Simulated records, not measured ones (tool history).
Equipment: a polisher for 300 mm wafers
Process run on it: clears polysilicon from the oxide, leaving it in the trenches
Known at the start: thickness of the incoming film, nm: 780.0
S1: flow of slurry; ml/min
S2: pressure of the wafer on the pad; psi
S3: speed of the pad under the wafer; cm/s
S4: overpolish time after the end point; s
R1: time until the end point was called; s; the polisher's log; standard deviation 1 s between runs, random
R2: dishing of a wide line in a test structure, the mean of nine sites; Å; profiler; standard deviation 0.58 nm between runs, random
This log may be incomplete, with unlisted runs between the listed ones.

{"run": 1, "day": 0.0, "S1": 235, "S2": 2.6, "S3": 106, "S4": 20, "R1": 57.164, "R2": 450.66}
{"run": 2, "day": 0.154, "S1": 235, "S2": 2.6, "S3": 106, "S4": 15, "R1": 58.149, "R2": 449.38}
{"run": 3, "day": 0.504, "S1": 290, "S2": 2.6, "S3": 106, "S4": 15, "R1": 54.678, "R2": 440.96}
{"run": 4, "day": 0.625, "S1": 280, "S2": 2.3, "S3": 106, "S4": 15, "R1": 60.945, "R2": 441.99}
{"run": 5, "day": 0.833, "S1": 280, "S2": 2.3, "S3": 106, "S4": 11, "R1": 61.773, "R2": 417.15}
{"run": 6, "day": 0.888, "S1": 280, "S2": 2.6, "S3": 106, "S4": 11, "R1": 55.23, "R2": 426.49}
{"run": 7, "day": 0.979, "S1": 265, "S2": 2.3, "S3": 106, "S4": 13, "R1": 62.385, "R2": 425.72}
{"run": 8, "day": 1.271, "S1": 255, "S2": 2.1, "S3": 104, "S4": 16, "R1": 70.319, "R2": 428.71}
{"run": 9, "day": 1.471, "S1": 240, "S2": 2, "S3": 104, "S4": 18, "R1": 73.213, "R2": 443.84}
{"run": 10, "day": 1.792, "S1": 240, "S2": 2, "S3": 104, "S4": 18, "R1": 73.044, "R2": 433.15}

Forecast run 11:
{"run": 11, "day": 2.021, "S1": 230, "S2": 1.9, "S3": 104, "S4": 20, "R1": "?", "R2": "?"}

{"run 11": {"R1": 78.185, "R2": 432.01}}

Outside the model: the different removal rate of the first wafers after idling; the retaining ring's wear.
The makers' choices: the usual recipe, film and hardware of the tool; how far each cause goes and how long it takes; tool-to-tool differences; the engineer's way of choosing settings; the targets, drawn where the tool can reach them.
